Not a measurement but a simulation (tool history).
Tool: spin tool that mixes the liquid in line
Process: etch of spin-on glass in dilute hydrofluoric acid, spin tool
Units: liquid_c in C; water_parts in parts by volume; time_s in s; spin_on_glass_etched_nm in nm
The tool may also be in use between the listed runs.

run 1 hour=0 | liquid_c=22 water_parts=105 time_s=155 | spin_on_glass_etched_nm=59.457
run 2 hour=1.8 | liquid_c=22 water_parts=125 time_s=155 | spin_on_glass_etched_nm=48.166
run 3 hour=8.3 | liquid_c=23 water_parts=120 time_s=155 | spin_on_glass_etched_nm=52.942
run 4 hour=12.9 | liquid_c=24 water_parts=115 time_s=155 | spin_on_glass_etched_nm=57.396
run 5 hour=19.2 | liquid_c=24 water_parts=130 time_s=155 | spin_on_glass_etched_nm=50.056
run 6 hour=24.3 | liquid_c=25 water_parts=125 time_s=155 | spin_on_glass_etched_nm=54.451

Run 7 comes next. What will it give?
run 7 hour=29 | liquid_c=25.5 water_parts=120 time_s=155 | spin_on_glass_etched_nm=?

Run 7 gave spin_on_glass_etched_nm 58.426 nm.
